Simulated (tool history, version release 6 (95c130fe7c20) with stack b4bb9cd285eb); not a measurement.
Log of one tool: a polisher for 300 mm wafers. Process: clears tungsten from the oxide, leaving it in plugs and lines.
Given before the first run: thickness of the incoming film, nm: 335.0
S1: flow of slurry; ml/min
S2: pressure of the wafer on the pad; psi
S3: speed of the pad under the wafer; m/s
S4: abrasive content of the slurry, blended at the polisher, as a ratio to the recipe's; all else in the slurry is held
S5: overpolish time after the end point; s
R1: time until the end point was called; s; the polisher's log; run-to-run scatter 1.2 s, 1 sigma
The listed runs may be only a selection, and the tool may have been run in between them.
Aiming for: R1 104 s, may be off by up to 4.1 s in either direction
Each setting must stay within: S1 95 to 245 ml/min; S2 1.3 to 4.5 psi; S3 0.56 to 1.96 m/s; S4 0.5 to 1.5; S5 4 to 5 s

| run | day | S1 | S2 | S3 | S4 | S5 | R1 |
|---|---|---|---|---|---|---|---|
| 1 | 0 | 155 | 2.9 | 1.26 | 1 | 5 | 58.791 |
| 2 | 0.025 | 155 | 2.9 | 1.42 | 1 | 5 | 53.545 |
| 3 | 0.225 | 155 | 2.9 | 1.16 | 1 | 5 | 65.816 |
| 4 | 0.454 | 150 | 2.6 | 1.16 | 1 | 5 | 72.882 |
| 5 | 0.708 | 145 | 2.4 | 1.16 | 1 | 5 | 76.837 |
| 6 | 0.938 | 145 | 2.8 | 1.16 | 1 | 5 | 69.316 |
| 7 | 1.208 | 135 | 2 | 1.12 | 1 | 5 | 99.38 |
| 8 | 1.371 | 130 | 2 | 1.12 | 1 | 5 | 99.646 |

Which single option among these 4 for the next run brings every result within its allowed miss of target? Just one does.
| A | 1.533 | 155 | 1.8 | 1.16 | 1 | 5 | ? |
| B | 1.533 | 95 | 2.1 | 0.96 | 1.1 | 4 | ? |
| C | 1.533 | 145 | 2.1 | 1.1 | 0.95 | 5 | ? |
| D | 1.533 | 130 | 1.9 | 1.22 | 1 | 5 | ? |

| move | R1 |
|---|---|
| A | 105.05 |
| B | 120.08 |
| C | 97.824 |
| D | 98.488 |
A: all results in spec
B: moves the result that the last run missed by most past its target, out the other side
C: misses by more than the last run did
D: misses by more than the last run did
Answer: A

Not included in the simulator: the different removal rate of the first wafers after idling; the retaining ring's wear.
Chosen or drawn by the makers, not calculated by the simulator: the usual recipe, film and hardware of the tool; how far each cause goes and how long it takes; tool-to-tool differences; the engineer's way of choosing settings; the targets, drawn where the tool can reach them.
